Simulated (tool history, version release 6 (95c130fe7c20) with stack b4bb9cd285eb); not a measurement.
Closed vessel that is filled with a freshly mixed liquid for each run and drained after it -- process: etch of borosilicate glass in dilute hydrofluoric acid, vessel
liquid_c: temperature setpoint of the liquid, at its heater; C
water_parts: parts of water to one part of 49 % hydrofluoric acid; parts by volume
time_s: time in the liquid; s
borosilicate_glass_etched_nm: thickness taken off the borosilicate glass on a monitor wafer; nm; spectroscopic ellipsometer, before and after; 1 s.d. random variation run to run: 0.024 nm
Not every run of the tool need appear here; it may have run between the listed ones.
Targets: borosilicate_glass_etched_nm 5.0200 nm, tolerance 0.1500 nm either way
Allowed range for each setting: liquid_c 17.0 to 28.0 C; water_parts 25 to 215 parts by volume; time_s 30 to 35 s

run	hour	liquid_c	water_parts	time_s	borosilicate_glass_etched_nm
1	0.0	20.0	120	35	7.8797
2	1.9	22.0	120	35	8.3631
3	8.2	21.0	125	35	7.7008
4	14.3	21.0	150	35	6.3168
5	22.9	20.5	150	35	6.1768
6	31.8	20.0	150	35	6.0595
7	35.9	19.5	150	35	5.9052
8	38.0	19.0	150	35	5.8188

Of the 4 settings listed for the next run, only one would bring every result within its allowed miss of target. Which one?
A	40.1	17.0	160	35	?
B	40.1	19.0	160	35	?
C	40.1	20.0	145	30	?
D	40.1	18.5	135	30	?

move	borosilicate_glass_etched_nm
A	4.9868
B	5.4060
C	5.4039
D	5.5203
A: all results land within tolerance of their targets
B: closer than the last run, but not yet in spec
C: closer than the last run, but not yet in spec
D: closer than the last run, but not yet in spec
A meets every target.
